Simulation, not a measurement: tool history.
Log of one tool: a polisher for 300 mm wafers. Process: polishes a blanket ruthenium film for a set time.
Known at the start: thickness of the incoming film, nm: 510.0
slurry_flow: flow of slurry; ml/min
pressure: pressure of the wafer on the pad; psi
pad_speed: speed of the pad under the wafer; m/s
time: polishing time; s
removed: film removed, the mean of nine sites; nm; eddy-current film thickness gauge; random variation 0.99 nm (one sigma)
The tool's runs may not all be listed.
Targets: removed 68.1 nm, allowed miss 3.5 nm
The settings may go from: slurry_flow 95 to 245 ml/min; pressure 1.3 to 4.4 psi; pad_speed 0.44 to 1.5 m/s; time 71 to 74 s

Run 1, day 0: slurry_flow 155 ml/min, pressure 2.8 psi, pad_speed 0.96 m/s, time 71 s. Result: removed 108.64 nm.
Run 2, day 0.358: slurry_flow 155 ml/min, pressure 2.8 psi, pad_speed 0.96 m/s, time 71 s. Result: removed 111.91 nm.
Run 3, day 0.521: slurry_flow 155 ml/min, pressure 2.8 psi, pad_speed 0.8 m/s, time 71 s. Result: removed 94.531 nm.
Run 4, day 0.883: slurry_flow 155 ml/min, pressure 2.6 psi, pad_speed 0.8 m/s, time 71 s. Result: removed 85.569 nm.
Run 5, day 0.992: slurry_flow 155 ml/min, pressure 2.5 psi, pad_speed 0.8 m/s, time 71 s. Result: removed 83.959 nm.
Run 6, day 1.033: slurry_flow 155 ml/min, pressure 2.5 psi, pad_speed 0.8 m/s, time 74 s. Result: removed 87.12 nm.
Run 7, day 1.229: slurry_flow 155 ml/min, pressure 2.4 psi, pad_speed 0.8 m/s, time 74 s. Result: removed 84.838 nm.
Run 8, day 1.308: slurry_flow 155 ml/min, pressure 2.3 psi, pad_speed 0.8 m/s, time 74 s. Result: removed 80.905 nm.
Run 9, day 1.408: slurry_flow 150 ml/min, pressure 1.8 psi, pad_speed 0.78 m/s, time 74 s. Result: removed 62.55 nm.

Which of these 4 next moves meets every target?
Run A, day 1.508: slurry_flow 190 ml/min, pressure 1.5 psi, pad_speed 1.04 m/s, time 72 s. Result: removed ?.
Run B, day 1.508: slurry_flow 135 ml/min, pressure 2.2 psi, pad_speed 0.8 m/s, time 74 s. Result: removed ?.
Run C, day 1.508: slurry_flow 130 ml/min, pressure 2 psi, pad_speed 0.9 m/s, time 74 s. Result: removed ?.
Run D, day 1.508: slurry_flow 135 ml/min, pressure 2.2 psi, pad_speed 0.84 m/s, time 74 s. Result: removed ?.

move  removed
   A   71.363
   B   77.136
   C   78.222
   D   80.855
A: meets every target
B: takes the result that was furthest off past its target
C: takes the result that was furthest off past its target
D: takes the result that was furthest off past its target
Answer: A
